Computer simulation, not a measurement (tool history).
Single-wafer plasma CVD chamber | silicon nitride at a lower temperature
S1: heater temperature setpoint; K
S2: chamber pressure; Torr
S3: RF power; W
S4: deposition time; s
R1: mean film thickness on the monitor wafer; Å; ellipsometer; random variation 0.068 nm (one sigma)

run 1 hour=0.0 | S1=643.15 S2=2.00 S3=240 S4=21.6 | R1=228.98
run 2 hour=5.6 | S1=651.15 S2=2.00 S3=240 S4=21.6 | R1=229.27
run 3 hour=9.3 | S1=651.15 S2=2.00 S3=265 S4=21.6 | R1=248.29
run 4 hour=15.9 | S1=651.15 S2=1.86 S3=250 S4=21.6 | R1=231.61
run 5 hour=19.6 | S1=651.15 S2=2.22 S3=250 S4=21.6 | R1=239.51
run 6 hour=26.9 | S1=651.15 S2=2.22 S3=240 S4=21.6 | R1=231.92
run 7 hour=32.2 | S1=651.15 S2=2.10 S3=225 S4=21.6 | R1=215.79
run 8 hour=40.8 | S1=651.15 S2=1.97 S3=215 S4=21.6 | R1=206.40
run 9 hour=49.4 | S1=651.15 S2=1.86 S3=210 S4=21.6 | R1=198.32

The next listed run, before its measurement:
run 10 hour=56.7 | S1=651.15 S2=1.75 S3=205 S4=21.6 | R1=?

Run 10 gave R1 191.41 Å.
